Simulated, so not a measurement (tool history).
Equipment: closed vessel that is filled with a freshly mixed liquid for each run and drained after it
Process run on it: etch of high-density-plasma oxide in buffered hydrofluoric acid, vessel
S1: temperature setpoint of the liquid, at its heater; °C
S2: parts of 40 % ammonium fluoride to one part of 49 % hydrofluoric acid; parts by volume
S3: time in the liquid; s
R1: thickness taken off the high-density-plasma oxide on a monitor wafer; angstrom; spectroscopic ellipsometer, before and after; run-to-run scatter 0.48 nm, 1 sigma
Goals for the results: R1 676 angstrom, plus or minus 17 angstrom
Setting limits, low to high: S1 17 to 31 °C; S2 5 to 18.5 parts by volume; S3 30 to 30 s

run 1 hour=0 | S1=23 S2=11.5 S3=30 | R1=453.51
run 2 hour=8.4 | S1=23 S2=13 S3=30 | R1=404.69
run 3 hour=14.9 | S1=24 S2=13 S3=30 | R1=425.45
run 4 hour=23.2 | S1=24 S2=13 S3=30 | R1=427.47
run 5 hour=30.9 | S1=24 S2=13 S3=30 | R1=430.41
run 6 hour=40.2 | S1=24 S2=11.5 S3=30 | R1=487.85
run 7 hour=42 | S1=24.5 S2=11.5 S3=30 | R1=505.59
-- hour=50.1 hydrofluoric acid flow meter replaced
run 8 hour=50.1 | S1=25 S2=11.5 S3=30 | R1=483.4
run 9 hour=56.5 | S1=29 S2=9 S3=30 | R1=721.43

Pick the move, out of 4, that brings all results within their allowed miss; only one does.
run A hour=62.9 | S1=30 S2=11.5 S3=30 | R1=?
run B hour=62.9 | S1=27.5 S2=10 S3=30 | R1=?
run C hour=62.9 | S1=31 S2=10.5 S3=30 | R1=?
run D hour=62.9 | S1=30 S2=10.5 S3=30 | R1=?

move=A R1=626.44
move=B R1=628.82
move=C R1=721.18
move=D R1=684.44
A: takes the result that was furthest off past its target
B: takes the result that was furthest off past its target
C: about the same distance from the targets as the last run
D: all results in spec
Go with D: it meets all targets.
